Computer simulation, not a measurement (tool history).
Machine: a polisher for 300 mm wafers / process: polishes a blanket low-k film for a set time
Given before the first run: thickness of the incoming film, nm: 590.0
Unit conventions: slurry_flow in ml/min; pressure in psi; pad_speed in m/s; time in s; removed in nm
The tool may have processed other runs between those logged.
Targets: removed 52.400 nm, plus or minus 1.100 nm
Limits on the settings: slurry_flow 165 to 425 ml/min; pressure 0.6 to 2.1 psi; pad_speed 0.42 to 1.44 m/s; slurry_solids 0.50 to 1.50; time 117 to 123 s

run 1 hour=0.0 | slurry_flow=275 pressure=1.3 pad_speed=0.92 slurry_solids=1.00 time=117 | removed=31.421
run 2 hour=7.5 | slurry_flow=275 pressure=1.3 pad_speed=0.92 slurry_solids=1.15 time=117 | removed=33.241
run 3 hour=14.8 | slurry_flow=275 pressure=1.3 pad_speed=1.00 slurry_solids=1.15 time=117 | removed=36.074
run 4 hour=18.9 | slurry_flow=315 pressure=1.3 pad_speed=1.00 slurry_solids=1.15 time=117 | removed=36.113
-- hour=27.4 head pressure recalibrated
run 5 hour=27.4 | slurry_flow=315 pressure=1.3 pad_speed=1.00 slurry_solids=1.00 time=117 | removed=32.337
run 6 hour=29.9 | slurry_flow=315 pressure=1.4 pad_speed=1.00 slurry_solids=1.00 time=117 | removed=34.345
run 7 hour=31.4 | slurry_flow=315 pressure=1.5 pad_speed=1.00 slurry_solids=1.00 time=117 | removed=36.858
run 8 hour=38.5 | slurry_flow=315 pressure=1.6 pad_speed=1.00 slurry_solids=1.00 time=117 | removed=39.188
run 9 hour=42.4 | slurry_flow=310 pressure=1.9 pad_speed=1.00 slurry_solids=1.00 time=117 | removed=46.864
run 10 hour=45.2 | slurry_flow=310 pressure=2.0 pad_speed=1.00 slurry_solids=1.00 time=117 | removed=49.255
run 11 hour=53.8 | slurry_flow=310 pressure=2.1 pad_speed=1.00 slurry_solids=1.00 time=117 | removed=51.185
run 12 hour=55.6 | slurry_flow=310 pressure=2.1 pad_speed=1.00 slurry_solids=1.00 time=117 | removed=50.703

Below are 4 possible settings for the next run. Only one of them brings all results inside the allowed miss of their targets. Which is it?
run A hour=57.4 | slurry_flow=220 pressure=2.0 pad_speed=1.00 slurry_solids=1.10 time=117 | removed=?
run B hour=57.4 | slurry_flow=370 pressure=2.0 pad_speed=1.08 slurry_solids=0.95 time=120 | removed=?
run C hour=57.4 | slurry_flow=310 pressure=2.0 pad_speed=1.06 slurry_solids=0.95 time=119 | removed=?
run D hour=57.4 | slurry_flow=260 pressure=1.8 pad_speed=1.06 slurry_solids=1.15 time=117 | removed=?

move=A removed=49.117
move=B removed=52.371
move=C removed=50.479
move=D removed=48.150
A: further off than the last run
B: every result lands within tolerance
C: further off than the last run
D: further off than the last run
Move B is the one to make.
